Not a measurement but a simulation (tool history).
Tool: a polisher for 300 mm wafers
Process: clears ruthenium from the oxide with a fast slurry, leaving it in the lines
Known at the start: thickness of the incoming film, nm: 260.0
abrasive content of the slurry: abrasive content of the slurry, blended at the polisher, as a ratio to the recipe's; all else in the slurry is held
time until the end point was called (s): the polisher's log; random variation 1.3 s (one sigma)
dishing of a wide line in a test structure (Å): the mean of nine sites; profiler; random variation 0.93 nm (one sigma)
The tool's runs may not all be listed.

run,hour,flow of slurry (ml/min),pressure of the wafer on the pad (psi),speed of the pad under the wafer (cm/s),abrasive content of the slurry,overpolish time after the end point (s),time until the end point was called (s),dishing of a wide line in a test structure (Å)
1,0.0,295,2.7,122,1.0,20,65.762,641.97
2,4.6,295,2.7,122,0.9,20,67.952,631.57
3,7.6,295,2.7,142,0.9,20,61.710,712.74
4,12.1,295,2.4,142,0.9,20,66.231,650.94
5,15.0,295,2.2,138,0.9,21,74.168,611.20
6,19.0,295,1.9,138,0.9,21,86.944,554.89
7,26.5,295,1.8,138,0.9,21,90.124,540.04

Run 8 comes next. What will it give?
8,35.1,295,1.7,138,0.9,21,?,?

{"run 8": {"time until the end point was called (s)": 94.583, "dishing of a wide line in a test structure (Å)": 502.28}}
